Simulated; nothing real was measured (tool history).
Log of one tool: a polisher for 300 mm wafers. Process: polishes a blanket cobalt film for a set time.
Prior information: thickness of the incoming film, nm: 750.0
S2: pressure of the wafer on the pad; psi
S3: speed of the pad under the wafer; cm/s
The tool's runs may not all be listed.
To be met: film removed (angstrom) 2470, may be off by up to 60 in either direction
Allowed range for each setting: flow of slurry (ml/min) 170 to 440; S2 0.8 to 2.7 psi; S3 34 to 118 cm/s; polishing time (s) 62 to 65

{"run": 1, "hour": 0.0, "flow of slurry (ml/min)": 280, "S2": 1.7, "S3": 76, "polishing time (s)": 62, "film removed (angstrom)": 1878.9}
{"run": 2, "hour": 2.4, "flow of slurry (ml/min)": 280, "S2": 1.7, "S3": 76, "polishing time (s)": 65, "film removed (angstrom)": 2005.4}
{"run": 3, "hour": 6.3, "flow of slurry (ml/min)": 280, "S2": 1.7, "S3": 76, "polishing time (s)": 62, "film removed (angstrom)": 1898}
{"run": 4, "hour": 12.6, "flow of slurry (ml/min)": 280, "S2": 1.3, "S3": 76, "polishing time (s)": 62, "film removed (angstrom)": 1510.2}
{"hour": 15.3, "done": "worn pad replaced by a new one"}
{"run": 5, "hour": 15.3, "flow of slurry (ml/min)": 285, "S2": 1.4, "S3": 76, "polishing time (s)": 62, "film removed (angstrom)": 1808}
{"run": 6, "hour": 22.2, "flow of slurry (ml/min)": 285, "S2": 1.4, "S3": 90, "polishing time (s)": 62, "film removed (angstrom)": 2090.6}
{"run": 7, "hour": 29.1, "flow of slurry (ml/min)": 305, "S2": 1.4, "S3": 90, "polishing time (s)": 62, "film removed (angstrom)": 2132.6}
{"run": 8, "hour": 32.8, "flow of slurry (ml/min)": 320, "S2": 1.4, "S3": 90, "polishing time (s)": 62, "film removed (angstrom)": 2151.4}
{"run": 9, "hour": 40.5, "flow of slurry (ml/min)": 335, "S2": 1.4, "S3": 90, "polishing time (s)": 62, "film removed (angstrom)": 2160.8}
{"run": 10, "hour": 45.6, "flow of slurry (ml/min)": 345, "S2": 1.4, "S3": 90, "polishing time (s)": 62, "film removed (angstrom)": 2133.7}

Of the 5 settings listed for the next run, only one would bring every result within its allowed miss of target. Which one?
{"run": "A", "hour": 50.7, "flow of slurry (ml/min)": 335, "S2": 1.5, "S3": 94, "polishing time (s)": 64, "film removed (angstrom)": "?"}
{"run": "B", "hour": 50.7, "flow of slurry (ml/min)": 315, "S2": 1.7, "S3": 90, "polishing time (s)": 64, "film removed (angstrom)": "?"}
{"run": "C", "hour": 50.7, "flow of slurry (ml/min)": 265, "S2": 1.6, "S3": 96, "polishing time (s)": 65, "film removed (angstrom)": "?"}
{"run": "D", "hour": 50.7, "flow of slurry (ml/min)": 365, "S2": 1.6, "S3": 92, "polishing time (s)": 65, "film removed (angstrom)": "?"}
{"run": "E", "hour": 50.7, "flow of slurry (ml/min)": 440, "S2": 1.5, "S3": 96, "polishing time (s)": 65, "film removed (angstrom)": "?"}

move=A film_removed_(angstrom)=2438.1
move=B film_removed_(angstrom)=2594.1
move=C film_removed_(angstrom)=2626.2
move=D film_removed_(angstrom)=2579.2
move=E film_removed_(angstrom)=2571.9
A: in spec on every target
B: carries the result that was furthest off beyond its target, to the other side
C: carries the result that was furthest off beyond its target, to the other side
D: carries the result that was furthest off beyond its target, to the other side
E: carries the result that was furthest off beyond its target, to the other side
A meets every target.
